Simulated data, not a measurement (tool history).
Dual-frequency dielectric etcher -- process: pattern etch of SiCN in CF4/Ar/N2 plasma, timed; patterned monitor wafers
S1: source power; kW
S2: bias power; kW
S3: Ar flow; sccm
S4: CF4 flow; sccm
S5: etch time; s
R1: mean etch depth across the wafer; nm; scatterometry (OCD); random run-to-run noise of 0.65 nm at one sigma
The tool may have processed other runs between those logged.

run,hour,S1,S2,S3,S4,S5,R1
1,0.0,0.560,0.056,122,47,172.0,158.20
2,4.7,0.560,0.050,122,47,172.0,152.37
3,11.1,0.470,0.050,122,47,172.0,132.12
4,16.4,0.460,0.050,122,47,172.0,129.99
5,25.1,0.450,0.050,122,47,172.0,127.68
6,33.1,0.540,0.050,122,47,172.0,145.78
7,40.5,0.520,0.050,122,47,172.0,141.62

Forecast run 8:
8,42.2,0.500,0.050,122,47,172.0,?

R1: 139.50 nm
